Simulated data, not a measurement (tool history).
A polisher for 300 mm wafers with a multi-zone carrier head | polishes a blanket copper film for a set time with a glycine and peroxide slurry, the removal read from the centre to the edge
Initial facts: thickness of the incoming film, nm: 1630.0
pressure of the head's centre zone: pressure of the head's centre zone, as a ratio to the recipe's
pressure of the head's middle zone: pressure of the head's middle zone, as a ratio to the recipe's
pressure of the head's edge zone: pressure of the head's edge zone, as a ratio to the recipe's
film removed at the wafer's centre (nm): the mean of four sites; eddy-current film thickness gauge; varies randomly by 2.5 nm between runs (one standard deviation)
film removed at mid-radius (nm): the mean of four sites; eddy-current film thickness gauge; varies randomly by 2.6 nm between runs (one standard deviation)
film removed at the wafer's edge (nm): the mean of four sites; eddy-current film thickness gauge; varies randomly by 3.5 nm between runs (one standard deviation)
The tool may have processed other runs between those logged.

| run | hour | flow of slurry (ml/min) | pressure of the head's centre zone | pressure of the head's middle zone | pressure of the head's edge zone | polishing time (s) | film removed at the wafer's centre (nm) | film removed at mid-radius (nm) | film removed at the wafer's edge (nm) |
|---|---|---|---|---|---|---|---|---|---|
| 1 | 0.0 | 310 | 1.00 | 1.00 | 1.00 | 88 | 356.08 | 361.99 | 359.82 |
| 2 | 3.0 | 310 | 1.08 | 1.00 | 1.00 | 88 | 391.58 | 359.36 | 353.69 |
| 3 | 6.7 | 310 | 1.08 | 0.96 | 1.00 | 88 | 392.15 | 344.58 | 357.64 |
| 4 | 10.1 | 305 | 1.02 | 0.94 | 0.97 | 82 | 341.10 | 316.83 | 332.89 |
| 5 | 15.7 | 300 | 0.98 | 0.93 | 0.95 | 78 | 317.16 | 300.04 | 315.38 |
| 6 | 24.5 | 300 | 0.98 | 0.93 | 0.99 | 78 | 317.16 | 294.63 | 307.61 |
| 7 | 26.0 | 300 | 0.98 | 0.93 | 0.99 | 78 | 311.98 | 299.52 | 318.98 |

Run 8 is up next; what results do you expect?
| 8 | 27.4 | 280 | 0.88 | 0.86 | 0.89 | 71 | ? | ? | ? |

{"run 8": {"film removed at the wafer's centre (nm)": 254.16, "film removed at mid-radius (nm)": 254.2, "film removed at the wafer's edge (nm)": 276.44}}
